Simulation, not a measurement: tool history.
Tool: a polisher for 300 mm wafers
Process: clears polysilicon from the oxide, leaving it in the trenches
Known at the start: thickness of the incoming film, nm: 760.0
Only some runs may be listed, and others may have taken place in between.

| run | hour | flow of slurry (ml/min) | pressure of the wafer on the pad (psi) | speed of the pad under the wafer (cm/s) | overpolish time after the end point (s) | time until the end point was called (s) | dishing of a wide line in a test structure (angstrom) |
|---|---|---|---|---|---|---|---|
| 1 | 0 | 285 | 1.8 | 112 | 9 | 73.429 | 367.34 |
| 2 | 7 | 285 | 1.6 | 112 | 10 | 83.437 | 379.55 |
| 3 | 9.1 | 285 | 1.4 | 112 | 10 | 94.122 | 347.89 |
| 4 | 14.5 | 285 | 1 | 112 | 10 | 131.85 | 315.08 |
| 5 | 15.9 | 250 | 1 | 112 | 10 | 130.41 | 300.24 |
| 6 | 23.8 | 250 | 1 | 112 | 9 | 129.38 | 287.09 |
| 7 | 25.3 | 265 | 1 | 112 | 10 | 133.61 | 305.45 |
| 8 | 32.2 | 275 | 1 | 112 | 10 | 131.22 | 315.31 |
| 9 | 35.7 | 285 | 1 | 112 | 10 | 129.86 | 305.87 |
| 10 | 38.2 | 285 | 1 | 112 | 10 | 131.07 | 308.3 |
| 11 | 42.1 | 290 | 1 | 112 | 11 | 127.98 | 317.51 |

Predict the results of run 12:
| 12 | 48.7 | 300 | 1 | 112 | 12 | ? | ? |

Run 12 gave time until the end point was called (s) 128.76, dishing of a wide line in a test structure (angstrom) 334.08.

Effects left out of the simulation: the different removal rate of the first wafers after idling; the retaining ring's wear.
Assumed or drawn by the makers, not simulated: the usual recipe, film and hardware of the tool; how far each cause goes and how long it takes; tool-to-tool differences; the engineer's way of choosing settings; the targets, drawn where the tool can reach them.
